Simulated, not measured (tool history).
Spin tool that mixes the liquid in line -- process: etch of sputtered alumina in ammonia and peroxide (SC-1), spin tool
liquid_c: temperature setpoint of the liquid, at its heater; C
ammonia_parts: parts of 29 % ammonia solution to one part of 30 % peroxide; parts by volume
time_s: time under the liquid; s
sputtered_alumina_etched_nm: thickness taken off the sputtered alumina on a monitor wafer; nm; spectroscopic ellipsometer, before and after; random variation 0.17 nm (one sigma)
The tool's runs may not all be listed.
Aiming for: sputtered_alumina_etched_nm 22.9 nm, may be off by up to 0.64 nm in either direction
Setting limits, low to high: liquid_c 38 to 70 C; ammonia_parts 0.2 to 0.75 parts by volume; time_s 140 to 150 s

run	hour	liquid_c	ammonia_parts	time_s	sputtered_alumina_etched_nm
1	0	54	0.45	140	12.878
2	3	54	0.4	140	12.882
3	4.1	47	0.4	140	8.7756
4	7.8	49	0.4	140	9.7159
5	14.2	49	0.55	140	9.957
6	16.9	50.5	0.55	140	11
7	21.5	58.5	0.55	140	16.766
8	29.7	59	0.55	140	17.403
9	31.7	59.5	0.55	140	17.684
10	37.3	60	0.55	140	17.995
11	42.2	60.5	0.55	140	18.535
12	50.5	61	0.55	140	19.037
13	52.4	61.5	0.55	140	19.717
14	58.1	62	0.55	140	20.16
15	66.6	62.5	0.55	140	20.5
16	70.6	62.5	0.55	140	20.49
17	75.7	64	0.55	140	21.899

Of the 5 settings listed for the next run, only one would bring every result within its allowed miss of target. Which one?
A	80.8	63.5	0.45	150	?
B	80.8	61.5	0.7	150	?
C	80.8	62.5	0.5	140	?
D	80.8	64.5	0.7	150	?
E	80.8	63	0.55	140	?

move	sputtered_alumina_etched_nm
A	22.865
B	21.551
C	20.497
D	25.061
E	21.21
A: all results in spec
B: lands further from the targets than the last run did
C: lands further from the targets than the last run did
D: the result that was furthest off in the last run now lies on the other side of its target
E: lands further from the targets than the last run did
So the answer is move A, the one that meets all the targets.
